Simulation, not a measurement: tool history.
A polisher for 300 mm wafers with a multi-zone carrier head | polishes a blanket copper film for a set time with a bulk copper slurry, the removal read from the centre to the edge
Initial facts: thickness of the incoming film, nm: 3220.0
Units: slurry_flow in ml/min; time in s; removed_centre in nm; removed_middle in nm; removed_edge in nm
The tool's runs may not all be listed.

run,day,slurry_flow,centre_zone,middle_zone,edge_zone,slurry_solids,time,removed_centre,removed_middle,removed_edge
1,0.000,285,1.00,1.00,1.00,1.00,77,326.57,337.77,341.85
2,0.304,290,1.03,1.03,0.99,1.10,79,367.86,368.56,359.86
3,0.467,295,1.04,1.06,0.99,1.20,80,375.60,395.21,375.33
4,0.521,295,1.01,1.06,0.99,1.20,80,373.45,391.64,380.24
5,0.550,300,1.04,1.08,0.99,1.25,81,387.76,400.68,376.80
6,0.838,300,0.96,1.08,0.99,1.25,81,366.77,400.70,383.55
7,1.117,305,1.00,1.09,0.98,1.30,83,386.13,425.56,392.66

Run 8 comes next. What will it give?
8,1.417,305,1.04,1.10,0.98,1.35,84,?,?,?

removed_centre: 410.95 nm
removed_middle: 441.67 nm
removed_edge: 393.34 nm
